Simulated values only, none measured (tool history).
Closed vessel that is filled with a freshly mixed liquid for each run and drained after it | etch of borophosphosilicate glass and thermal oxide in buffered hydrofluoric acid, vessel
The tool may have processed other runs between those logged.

run	hour	temperature setpoint of the liquid (C)	parts of 40 % ammonium fluoride to one part of 49 % hydrofluoric acid (parts by volume)	time in the liquid (s)	thickness taken off the borophosphosilicate glass on a monitor wafer (Å)	thickness taken off the thermal oxide on a monitor wafer (Å)
1	0	21	17	60	871.88	380.48
2	8.1	21	21	60	714.18	310.82
3	14.5	21	25	60	633.33	275.08
4	17.3	18.5	25	60	544.99	239.89
5	18.7	17	25	60	500.02	220.2
6	19.8	17	28	60	464.55	204.51

Run 7 is up next; what results do you expect?
7	22.1	18.5	28	60	?	?

{"run 7": {"thickness taken off the borophosphosilicate glass on a monitor wafer (Å)": 508.85, "thickness taken off the thermal oxide on a monitor wafer (Å)": 220.85}}
